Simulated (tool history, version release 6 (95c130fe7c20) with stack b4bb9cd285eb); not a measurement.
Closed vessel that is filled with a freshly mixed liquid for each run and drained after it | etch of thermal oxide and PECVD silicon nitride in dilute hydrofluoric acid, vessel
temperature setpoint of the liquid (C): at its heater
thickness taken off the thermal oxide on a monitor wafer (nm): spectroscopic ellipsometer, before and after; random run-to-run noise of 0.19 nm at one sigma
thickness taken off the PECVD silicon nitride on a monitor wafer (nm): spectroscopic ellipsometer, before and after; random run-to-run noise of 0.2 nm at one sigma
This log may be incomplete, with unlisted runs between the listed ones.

| run | day | temperature setpoint of the liquid (C) | parts of water to one part of 49 % hydrofluoric acid (parts by volume) | time in the liquid (s) | thickness taken off the thermal oxide on a monitor wafer (nm) | thickness taken off the PECVD silicon nitride on a monitor wafer (nm) |
|---|---|---|---|---|---|---|
| 1 | 0 | 23 | 115 | 110 | 4.2319 | 3.2419 |
| 2 | 0.042 | 24 | 90 | 130 | 6.8369 | 5.1565 |
| 3 | 0.3 | 25.5 | 70 | 145 | 10.693 | 8.1104 |
| 4 | 0.433 | 25.5 | 95 | 145 | 7.6061 | 5.9875 |
| 5 | 0.704 | 28.5 | 95 | 145 | 8.5836 | 7.281 |
| 6 | 1.083 | 31 | 95 | 145 | 9.5406 | 8.5618 |
| 7 | 1.404 | 30.5 | 75 | 155 | 12.948 | 11.177 |
| 8 | 1.467 | 30.5 | 75 | 155 | 12.837 | 11.202 |

For run 9, what comes out?
| 9 | 1.646 | 30 | 60 | 160 | ? | ? |

thickness taken off the thermal oxide on a monitor wafer (nm): 16.77
thickness taken off the PECVD silicon nitride on a monitor wafer (nm): 14.095

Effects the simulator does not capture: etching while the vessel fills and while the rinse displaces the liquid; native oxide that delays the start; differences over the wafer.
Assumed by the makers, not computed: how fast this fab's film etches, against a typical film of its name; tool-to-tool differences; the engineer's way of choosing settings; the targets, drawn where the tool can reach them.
